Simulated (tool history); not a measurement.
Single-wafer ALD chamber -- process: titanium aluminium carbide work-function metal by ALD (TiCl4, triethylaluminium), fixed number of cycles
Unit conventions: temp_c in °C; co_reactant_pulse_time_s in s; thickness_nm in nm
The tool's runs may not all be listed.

Run 1, hour 0: temp_c 275 °C, co_reactant_pulse_time_s 7.65 s. Result: thickness_nm 1.9403 nm.
Run 2, hour 6.6: temp_c 275 °C, co_reactant_pulse_time_s 9.61 s. Result: thickness_nm 2.0466 nm.
Run 3, hour 8.1: temp_c 275 °C, co_reactant_pulse_time_s 11.74 s. Result: thickness_nm 2.055 nm.
Run 4, hour 13.5: temp_c 270 °C, co_reactant_pulse_time_s 10.05 s. Result: thickness_nm 2.0027 nm.
Run 5, hour 18.1: temp_c 266 °C, co_reactant_pulse_time_s 8.68 s. Result: thickness_nm 1.909 nm.
Run 6, hour 23.6: temp_c 266 °C, co_reactant_pulse_time_s 7.68 s. Result: thickness_nm 1.8541 nm.

Predict the results of run 7:
Run 7, hour 32.2: temp_c 263 °C, co_reactant_pulse_time_s 6.76 s. Result: thickness_nm ?.

thickness_nm: 1.7342 nm
